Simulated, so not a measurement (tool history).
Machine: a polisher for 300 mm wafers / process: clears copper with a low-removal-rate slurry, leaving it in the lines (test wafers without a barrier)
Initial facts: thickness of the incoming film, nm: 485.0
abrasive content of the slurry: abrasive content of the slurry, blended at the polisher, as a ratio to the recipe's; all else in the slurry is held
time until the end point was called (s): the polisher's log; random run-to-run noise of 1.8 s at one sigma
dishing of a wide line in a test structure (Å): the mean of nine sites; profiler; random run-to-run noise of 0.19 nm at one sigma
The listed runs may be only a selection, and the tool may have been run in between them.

run,day,flow of slurry (ml/min),pressure of the wafer on the pad (kPa),speed of the pad under the wafer (cm/s),abrasive content of the slurry,overpolish time after the end point (s),time until the end point was called (s),dishing of a wide line in a test structure (Å)
1,0,125,22.8,104,1,19,137.78,397.2
2,0.062,105,22.8,104,1,19,144.4,384.41
3,0.354,115,21.4,104,1,17,148.83,336.85
4,0.421,115,21.4,116,1,17,134.96,356.4
5,0.792,145,21.4,116,1,17,126.35,373.97
# day 0.946: slurry nozzle cleaned
6,0.946,135,21.4,116,1,17,122.68,388.27
7,1.204,135,20,116,0.95,15,132.23,331.09
8,1.258,130,18.6,116,1.05,14,139.47,289.69
9,1.488,125,17.2,116,1.1,13,152.12,256.18
10,1.738,90,10.3,126,1.35,6,229.9,87.27
11,2.071,95,10.3,126,1.3,6,233.82,84.904
12,2.179,105,13.1,126,1.35,14,175.55,235.34
13,2.279,105,13.1,126,1.3,14,179.38,242.56
14,2.642,105,13.1,124,1.25,13,184.12,213.19
15,2.917,105,13.1,124,1.25,12,181.9,203.03
16,2.958,105,13.1,122,1.25,12,186.72,203.13

Estimate the outcome of run 17 from the log above:
17,3.108,100,13.1,122,1.25,12,?,?

time until the end point was called (s): 189.97
dishing of a wide line in a test structure (Å): 198.38

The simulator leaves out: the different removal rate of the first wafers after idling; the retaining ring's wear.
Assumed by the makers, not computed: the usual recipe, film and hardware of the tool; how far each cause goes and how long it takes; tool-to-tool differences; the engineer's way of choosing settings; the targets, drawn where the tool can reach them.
